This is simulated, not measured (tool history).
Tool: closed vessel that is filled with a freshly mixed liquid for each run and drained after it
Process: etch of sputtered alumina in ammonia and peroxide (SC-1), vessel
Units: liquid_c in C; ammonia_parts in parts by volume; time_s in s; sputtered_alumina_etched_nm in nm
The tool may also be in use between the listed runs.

run	day	liquid_c	ammonia_parts	time_s	sputtered_alumina_etched_nm
1	0.000	52.0	0.90	1105	51.234
2	0.042	52.0	0.90	1105	51.005
3	0.408	52.0	0.90	1105	51.362
4	0.575	45.5	0.90	1105	35.507
5	0.725	49.5	0.90	1105	43.734
6	0.846	49.5	0.65	1105	43.472
7	1.208	52.5	0.65	1105	51.854

Forecast run 8:
8	1.304	54.5	0.65	1105	?

{"run 8": {"sputtered_alumina_etched_nm": 55.337}}
